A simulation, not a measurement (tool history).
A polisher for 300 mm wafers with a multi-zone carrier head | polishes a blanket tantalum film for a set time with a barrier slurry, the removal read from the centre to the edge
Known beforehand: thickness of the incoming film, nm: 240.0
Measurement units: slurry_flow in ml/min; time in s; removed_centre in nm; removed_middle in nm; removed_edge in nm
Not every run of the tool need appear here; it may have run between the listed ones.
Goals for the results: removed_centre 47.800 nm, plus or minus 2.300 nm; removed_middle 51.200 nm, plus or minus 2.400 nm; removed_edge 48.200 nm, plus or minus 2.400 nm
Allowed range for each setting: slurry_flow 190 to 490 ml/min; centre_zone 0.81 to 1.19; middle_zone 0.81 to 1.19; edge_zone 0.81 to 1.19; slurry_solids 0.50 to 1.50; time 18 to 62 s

run  hour  slurry_flow  centre_zone  middle_zone  edge_zone  slurry_solids  time  removed_centre  removed_middle  removed_edge
  1   0.0          315         1.00         1.00       1.00           1.00    40          72.151          70.736        68.662
  2   7.8          355         1.00         1.00       1.00           1.00    40          73.515          74.213        68.169
  3   9.4          360         0.98         0.99       0.99           0.90    38          66.373          67.233        62.019
  4  10.6          360         0.98         0.99       0.92           0.90    38          66.118          66.528        62.471
  5  18.5          360         0.96         0.99       0.92           0.85    37          64.367          63.466        60.013
  6  26.3          360         0.96         0.99       0.97           0.85    37          63.081          63.883        61.028
  7  30.9          370         0.95         1.00       0.97           0.80    35          56.850          58.459        56.034
  8  34.5          375         0.95         1.01       0.97           0.75    35          57.096          59.824        53.687
  9  41.7          370         0.93         1.00       0.97           0.70    35          51.868          55.896        52.660
 10  43.1          365         0.93         1.00       0.97           0.65    35          50.641          55.841        50.056
     48.6  -- edge zone pressure recalibrated
 11  48.6          360         0.93         0.99       0.97           0.65    35          49.873          54.464        53.145
 12  51.6          390         0.95         0.99       0.93           0.50    34          44.083          46.402        44.665
 13  56.0          385         0.94         1.00       0.94           0.55    34          45.288          48.733        48.104

Exercise: of the 5 proposed moves below, exactly one satisfies all targets within the stated allowed misses. Which move is it?
  A  60.4          470         0.91         1.17       0.95           0.55    32               ?               ?             ?
  B  60.4          375         0.83         0.89       0.96           0.50    40               ?               ?             ?
  C  60.4          445         0.91         0.99       0.82           0.70    32               ?               ?             ?
  D  60.4          420         0.81         0.85       0.94           0.50    38               ?               ?             ?
  E  60.4          420         0.87         0.97       0.98           0.50    35               ?               ?             ?

move  removed_centre  removed_middle  removed_edge
   A          43.233          54.643        44.901
   B          45.958          50.516        52.910
   C          48.418          53.158        47.800
   D          43.048          46.605        50.207
   E          42.482          47.888        46.937
A: lands further from the targets than the last run did
B: gets the furthest-off result to its target, but another result is out of tolerance
C: meets every target
D: lands further from the targets than the last run did
E: lands further from the targets than the last run did
Go with C: it meets all targets.
